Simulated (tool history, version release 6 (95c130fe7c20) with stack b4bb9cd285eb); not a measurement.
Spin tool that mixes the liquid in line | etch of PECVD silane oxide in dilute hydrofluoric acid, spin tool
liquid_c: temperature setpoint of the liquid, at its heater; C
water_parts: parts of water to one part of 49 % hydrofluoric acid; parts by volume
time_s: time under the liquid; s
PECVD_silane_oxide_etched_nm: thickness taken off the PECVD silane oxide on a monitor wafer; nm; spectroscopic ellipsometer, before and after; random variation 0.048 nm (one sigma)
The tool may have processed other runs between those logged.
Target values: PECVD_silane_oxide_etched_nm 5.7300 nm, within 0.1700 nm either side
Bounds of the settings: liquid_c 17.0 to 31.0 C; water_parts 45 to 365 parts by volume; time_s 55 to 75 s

run  hour  liquid_c  water_parts  time_s  PECVD_silane_oxide_etched_nm
  1   0.0      23.0          205      75                        7.3965
  2   8.4      23.0          205      55                        5.4116
  3  16.3      23.0          205      75                        7.4299
  4  24.4      23.0          205      75                        7.4143
  5  32.0      22.5          205      75                        7.1695
  6  34.4      21.0          205      75                        6.7446
  7  38.9      20.5          205      75                        6.5756
  8  43.8      20.0          205      75                        6.6306

Which of these 4 next moves meets every target?
  A  48.7      23.0          225      70                             ?
  B  48.7      18.5          205      75                             ?
  C  48.7      20.0          215      75                             ?
  D  48.7      19.5          215      70                             ?

move  PECVD_silane_oxide_etched_nm
   A                        6.0690
   B                        6.1356
   C                        6.1411
   D                        5.6227
A: gains on the last run, yet a result remains outside its allowed miss
B: gains on the last run, yet a result remains outside its allowed miss
C: gains on the last run, yet a result remains outside its allowed miss
D: hits every target within its allowed miss
Correct choice: D, which meets every target

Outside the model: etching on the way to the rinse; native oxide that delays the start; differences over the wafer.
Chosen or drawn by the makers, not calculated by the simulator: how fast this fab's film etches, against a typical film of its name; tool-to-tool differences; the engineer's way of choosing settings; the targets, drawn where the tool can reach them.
